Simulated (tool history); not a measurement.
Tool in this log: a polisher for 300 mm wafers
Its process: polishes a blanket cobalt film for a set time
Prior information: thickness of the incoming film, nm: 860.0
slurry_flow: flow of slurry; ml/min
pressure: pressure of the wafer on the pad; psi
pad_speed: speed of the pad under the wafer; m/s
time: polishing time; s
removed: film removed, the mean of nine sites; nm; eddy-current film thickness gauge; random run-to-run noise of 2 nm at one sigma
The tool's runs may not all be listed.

run  hour  slurry_flow  pressure  pad_speed  time  removed
  1     0          130       2.4       1.18    54   381.08
  2   6.6          125       2.2       1.18    54   346.86
  3  14.5          125       2.2       1.18    57   360.63
  4  20.4          120         2       1.18    57    327.7
  5    26          120         2       1.18    54   314.05
  6  31.9          115       1.9       1.18    54   295.54
  7  37.6          110       1.8       1.18    54    272.7
  8  39.1          105       1.8       1.18    54   273.27
  9  40.5           95       1.4       1.18    54   206.21
 10  43.5          105       1.4       1.18    54   212.25

Expected results for the next run?
 11  50.5          115       1.4       1.18    54        ?

Run 11 produced removed 217.42 nm.
